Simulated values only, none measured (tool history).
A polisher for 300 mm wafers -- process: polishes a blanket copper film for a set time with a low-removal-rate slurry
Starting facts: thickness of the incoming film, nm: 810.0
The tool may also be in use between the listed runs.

run	hour	flow of slurry (ml/min)	pressure of the wafer on the pad (psi)	speed of the pad under the wafer (m/s)	abrasive content of the slurry	polishing time (s)	film removed (nm)
1	0	125	2	1.42	1	23	78.752
2	8.5	120	1.8	1.4	1	23	72
3	16.5	120	1.4	1.4	1	23	60.912
4	19.2	115	1.3	1.36	1	23	57.991
5	27.2	115	1.3	1.02	1	23	44.907
6	31.4	110	1.2	1.02	1	23	42.516

Run 7 has not been measured yet. What should we expect?
7	37.4	95	1.1	1.02	1	23	?

For run 7 the tool returned film removed (nm) 39.152.
